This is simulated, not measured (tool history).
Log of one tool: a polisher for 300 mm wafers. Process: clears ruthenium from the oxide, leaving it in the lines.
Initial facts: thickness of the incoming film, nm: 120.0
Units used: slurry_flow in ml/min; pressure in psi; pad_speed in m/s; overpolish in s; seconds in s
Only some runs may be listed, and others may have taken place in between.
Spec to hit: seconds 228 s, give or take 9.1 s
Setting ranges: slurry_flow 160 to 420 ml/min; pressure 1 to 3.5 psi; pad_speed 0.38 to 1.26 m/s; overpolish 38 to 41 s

run    day  slurry_flow  pressure  pad_speed  overpolish  seconds
  1      0          270       2.2       0.82          38    139.7
  2  0.029          270         2       0.82          38   155.48
  3  0.129          270         2       0.82          38   154.37
  4  0.375          230         2       0.82          38   153.15
  5  0.492          230         2       0.98          38   132.13
  6  0.579          230       1.7       0.98          38   150.12
  7  0.938          230       1.6       0.96          38   164.62
  8  1.242          230       1.5       0.96          38   175.84
  9  1.617          230       1.4       0.96          38   188.49
 10  1.762          230       1.2       0.96          38   216.96

Which of these 5 next moves meets every target?
  A  1.908          250       1.2        0.8          39        ?
  B  1.908          235       1.3       0.92          38        ?
  C  1.908          175       1.6        0.8          41        ?
  D  1.908          210       1.6        0.7          38        ?
  E  1.908          375       1.2        0.8          38        ?

move  seconds
   A   258.09
   B      210
   C   203.05
   D   226.83
   E   250.25
A: takes the result that was furthest off past its target
B: its largest miss is bigger than the last run's
C: its largest miss is bigger than the last run's
D: all results land within tolerance of their targets
E: takes the result that was furthest off past its target
Answer: D
